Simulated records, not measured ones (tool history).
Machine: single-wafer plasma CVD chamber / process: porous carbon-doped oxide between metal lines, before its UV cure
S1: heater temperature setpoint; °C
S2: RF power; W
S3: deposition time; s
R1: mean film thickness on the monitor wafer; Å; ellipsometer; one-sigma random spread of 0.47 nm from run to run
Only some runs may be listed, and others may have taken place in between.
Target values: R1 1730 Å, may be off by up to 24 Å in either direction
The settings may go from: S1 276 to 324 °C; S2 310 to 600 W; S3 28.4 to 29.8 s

| run | hour | S1 | S2 | S3 | R1 |
|---|---|---|---|---|---|
| 1 | 0 | 300 | 455 | 29.8 | 1526.1 |
| 2 | 3.2 | 300 | 455 | 28.4 | 1455.6 |
| 3 | 8 | 300 | 455 | 28.4 | 1448.6 |
| 4 | 11.8 | 296 | 460 | 28.4 | 1495.2 |
| 5 | 13.8 | 296 | 460 | 28.4 | 1498.8 |
| 6 | 20.5 | 296 | 460 | 28.4 | 1499.3 |
|  | 25.6 | RF generator calibrated |
| 7 | 25.6 | 293 | 465 | 28.4 | 1609.8 |
| 8 | 26.7 | 292 | 465 | 28.4 | 1620.8 |
| 9 | 34.4 | 291 | 465 | 28.4 | 1612.7 |
| 10 | 37.3 | 290 | 465 | 28.4 | 1628.7 |

Of the 4 settings listed for the next run, only one would bring every result within its allowed miss of target. Which one?
| A | 40.2 | 289 | 455 | 29.8 | ? |
| B | 40.2 | 284 | 480 | 29.6 | ? |
| C | 40.2 | 285 | 480 | 28.7 | ? |
| D | 40.2 | 298 | 460 | 28.5 | ? |

| move | R1 |
|---|---|
| A | 1686.6 |
| B | 1794.7 |
| C | 1732.3 |
| D | 1555 |
A: closes in on the targets versus the last run, not all within tolerance yet
B: pushes the last run's worst result past its target
C: meets every target
D: misses by more than the last run did
The move that meets every target is C.

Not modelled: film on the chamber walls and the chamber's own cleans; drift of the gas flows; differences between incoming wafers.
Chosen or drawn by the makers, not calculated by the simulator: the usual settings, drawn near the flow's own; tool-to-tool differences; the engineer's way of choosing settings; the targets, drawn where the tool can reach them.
